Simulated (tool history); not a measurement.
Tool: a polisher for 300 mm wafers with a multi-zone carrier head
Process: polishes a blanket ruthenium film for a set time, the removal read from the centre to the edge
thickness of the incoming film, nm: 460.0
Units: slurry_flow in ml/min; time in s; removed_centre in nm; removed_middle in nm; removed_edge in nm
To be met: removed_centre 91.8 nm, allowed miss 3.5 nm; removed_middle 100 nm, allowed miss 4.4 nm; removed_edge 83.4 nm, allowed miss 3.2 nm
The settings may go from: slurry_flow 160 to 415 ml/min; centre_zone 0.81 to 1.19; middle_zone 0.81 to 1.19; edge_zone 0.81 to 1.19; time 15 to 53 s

run  hour  slurry_flow  centre_zone  middle_zone  edge_zone  time  removed_centre  removed_middle  removed_edge
  1     0          265            1            1          1    34          59.826          60.455        58.815
  2   5.6          270         1.01         1.02          1    35          60.546          60.803        63.289
  3  10.1          265         0.99            1       0.98    37          63.128          64.388        64.184
  4  15.6          265         1.07            1       0.98    37          68.342          64.413         64.81
  5  17.7          255         1.08         1.02       0.96    38          69.462          68.176        65.701
  6  18.3          255         1.09         1.03       0.95    39          72.872          69.835        66.765
  7  21.8          250         1.09         1.05       0.94    40          74.632          72.063        67.961
  8  23.2          250         1.08         1.06       0.93    41          74.797          73.631        70.537
  9  25.8          240         1.08         1.07       0.92    42          77.304          79.151        70.692
 10  28.1          235         1.08         1.08       0.92    43          78.047          79.218         71.19
 11  33.6          240         1.08         1.09       0.92    44          79.398           80.65        76.105

Which of these 5 next moves meets every target?
  A  39.1          325         1.19         0.89       1.11    44               ?               ?             ?
  B  39.1          290         1.05         1.12          1    46               ?               ?             ?
  C  39.1          290         1.08         1.05       1.05    49               ?               ?             ?
  D  39.1          260         1.07         0.98       0.83    41               ?               ?             ?
  E  39.1          260         1.01          1.1       0.81    52               ?               ?             ?

move  removed_centre  removed_middle  removed_edge
   A          89.148          70.473        83.451
   B          83.659          88.481         81.91
   C          91.012          89.177        89.418
   D          74.527          69.527        66.534
   E          90.538          97.294        83.365
A: further off than the last run
B: nearer than the last run, and not there yet
C: nearer than the last run, and not there yet
D: further off than the last run
E: meets every target
The right move is E.
